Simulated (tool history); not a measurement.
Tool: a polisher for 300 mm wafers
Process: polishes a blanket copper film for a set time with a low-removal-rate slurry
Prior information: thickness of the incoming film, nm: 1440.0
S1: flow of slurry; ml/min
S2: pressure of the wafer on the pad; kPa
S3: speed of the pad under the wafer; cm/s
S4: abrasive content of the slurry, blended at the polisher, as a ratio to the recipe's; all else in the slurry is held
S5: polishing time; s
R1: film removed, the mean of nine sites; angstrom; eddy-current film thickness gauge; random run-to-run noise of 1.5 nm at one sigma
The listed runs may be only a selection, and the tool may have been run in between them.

run    day   S1    S2   S3    S4  S5      R1
  1  0.000  125  23.4  112  1.00  58  1949.9
  2  0.279  125  23.4  130  1.00  58  2267.6
  3  0.646  125  23.4  130  0.85  58  2164.8
  4  0.675  125  23.4  130  1.05  58  2363.5
  5  0.908  120  20.7  130  1.05  58  2049.5
  6  1.175  120  20.7  130  0.90  58  1952.9

Predict the results of run 7:
  7  1.258  115  19.3  130  0.90  58   ?

R1: 1821.8 angstrom
